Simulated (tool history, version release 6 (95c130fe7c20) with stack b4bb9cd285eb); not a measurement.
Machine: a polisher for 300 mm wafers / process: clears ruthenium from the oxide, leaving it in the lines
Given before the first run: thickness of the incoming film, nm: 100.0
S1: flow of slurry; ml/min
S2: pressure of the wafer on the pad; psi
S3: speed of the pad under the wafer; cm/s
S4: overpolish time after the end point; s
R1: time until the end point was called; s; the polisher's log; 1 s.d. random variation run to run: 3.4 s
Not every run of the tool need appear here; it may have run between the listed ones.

run  hour   S1   S2   S3  S4      R1
  1     0  180  1.4  100   4  108.64
  2     8  180  1.6  100   4   95.08
  3  15.4  175  1.3   90   4  123.02
  4  24.4  130  1.3   90   4  128.41
  5  32.2  130  1.1   80   4  164.96
  6  34.3  130    1   76   4  185.01
  7  35.4  130  0.9   74   4  203.72
  8  37.3  130  0.9   74   4  211.27

Forecast run 9:
  9  46.3  130  0.8  74   4   ?

{"run 9": {"R1": 230.64}}
